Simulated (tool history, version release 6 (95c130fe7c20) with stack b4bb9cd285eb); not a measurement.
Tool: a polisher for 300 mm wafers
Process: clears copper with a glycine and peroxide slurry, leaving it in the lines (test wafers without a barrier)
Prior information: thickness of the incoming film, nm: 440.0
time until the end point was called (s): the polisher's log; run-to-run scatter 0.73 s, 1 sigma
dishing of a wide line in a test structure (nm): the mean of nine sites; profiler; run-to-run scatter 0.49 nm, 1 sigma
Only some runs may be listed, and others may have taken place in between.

| run | hour | flow of slurry (ml/min) | pressure of the wafer on the pad (kPa) | speed of the pad under the wafer (cm/s) | overpolish time after the end point (s) | time until the end point was called (s) | dishing of a wide line in a test structure (nm) |
|---|---|---|---|---|---|---|---|
| 1 | 0.0 | 250 | 17.2 | 102 | 20 | 78.428 | 67.229 |
| 2 | 3.9 | 240 | 15.9 | 108 | 17 | 78.480 | 55.358 |
| 3 | 4.8 | 225 | 15.2 | 112 | 14 | 80.685 | 46.047 |
| 4 | 8.4 | 225 | 15.2 | 102 | 14 | 86.435 | 44.994 |
| 5 | 11.3 | 225 | 15.2 | 112 | 14 | 79.955 | 48.349 |
| 6 | 14.7 | 225 | 15.2 | 98 | 14 | 89.040 | 42.384 |

The next listed run, before its measurement:
| 7 | 22.8 | 295 | 19.3 | 70 | 6 | ? | ? |

Run 7 came out at time until the end point was called (s) 88.216, dishing of a wide line in a test structure (nm) 20.880.

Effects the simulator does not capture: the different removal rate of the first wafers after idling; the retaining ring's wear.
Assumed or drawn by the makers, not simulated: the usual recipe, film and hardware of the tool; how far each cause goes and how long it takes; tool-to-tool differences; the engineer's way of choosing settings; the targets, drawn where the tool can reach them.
